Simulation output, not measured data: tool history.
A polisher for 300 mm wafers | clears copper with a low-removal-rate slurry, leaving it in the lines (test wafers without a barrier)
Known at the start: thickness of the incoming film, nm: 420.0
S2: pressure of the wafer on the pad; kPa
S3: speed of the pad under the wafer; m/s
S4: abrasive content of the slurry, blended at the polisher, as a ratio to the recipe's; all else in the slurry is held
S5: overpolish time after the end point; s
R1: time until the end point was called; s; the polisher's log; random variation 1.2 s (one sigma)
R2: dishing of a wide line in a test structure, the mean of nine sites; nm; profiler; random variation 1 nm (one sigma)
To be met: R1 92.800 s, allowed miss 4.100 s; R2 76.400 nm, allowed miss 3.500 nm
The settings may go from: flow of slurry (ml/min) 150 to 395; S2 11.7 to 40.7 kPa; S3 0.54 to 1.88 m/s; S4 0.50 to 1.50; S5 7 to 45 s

Run 1, hour 0.0: flow of slurry (ml/min) 250, S2 26.2 kPa, S3 1.20 m/s, S4 1.00, S5 23 s. Result: R1 92.199 s, R2 60.973 nm.
Run 2, hour 3.9: flow of slurry (ml/min) 250, S2 26.2 kPa, S3 1.20 m/s, S4 1.00, S5 24 s. Result: R1 91.448 s, R2 62.186 nm.
Run 3, hour 6.6: flow of slurry (ml/min) 250, S2 26.2 kPa, S3 1.20 m/s, S4 1.00, S5 25 s. Result: R1 91.870 s, R2 65.255 nm.
Run 4, hour 9.4: flow of slurry (ml/min) 250, S2 26.2 kPa, S3 1.20 m/s, S4 0.80, S5 25 s. Result: R1 96.972 s, R2 62.003 nm.
Run 5, hour 11.7: flow of slurry (ml/min) 250, S2 26.2 kPa, S3 1.44 m/s, S4 0.80, S5 25 s. Result: R1 83.062 s, R2 71.212 nm.
Run 6, hour 19.2: flow of slurry (ml/min) 250, S2 26.2 kPa, S3 1.44 m/s, S4 0.80, S5 26 s. Result: R1 83.111 s, R2 72.128 nm.
Run 7, hour 27.6: flow of slurry (ml/min) 250, S2 26.2 kPa, S3 1.44 m/s, S4 0.80, S5 27 s. Result: R1 83.787 s, R2 73.371 nm.
Run 8, hour 36.0: flow of slurry (ml/min) 250, S2 24.8 kPa, S3 1.44 m/s, S4 0.80, S5 30 s. Result: R1 85.778 s, R2 77.140 nm.

Which of these 5 next moves meets every target?
Run A, hour 44.4: flow of slurry (ml/min) 310, S2 24.8 kPa, S3 1.36 m/s, S4 0.75, S5 32 s. Result: R1 ?, R2 ?.
Run B, hour 44.4: flow of slurry (ml/min) 240, S2 26.9 kPa, S3 1.40 m/s, S4 0.75, S5 33 s. Result: R1 ?, R2 ?.
Run C, hour 44.4: flow of slurry (ml/min) 260, S2 23.4 kPa, S3 1.64 m/s, S4 0.85, S5 32 s. Result: R1 ?, R2 ?.
Run D, hour 44.4: flow of slurry (ml/min) 245, S2 23.4 kPa, S3 1.26 m/s, S4 0.85, S5 35 s. Result: R1 ?, R2 ?.
Run E, hour 44.4: flow of slurry (ml/min) 260, S2 22.1 kPa, S3 1.40 m/s, S4 0.70, S5 44 s. Result: R1 ?, R2 ?.

move       R1      R2
   A   92.193  75.573
   B   85.420  81.463
   C   80.309  81.932
   D  102.500  74.396
   E  105.000  83.858
A: meets every target
B: further off than the last run
C: further off than the last run
D: takes the result that was furthest off past its target
E: takes the result that was furthest off past its target
The right move is A.
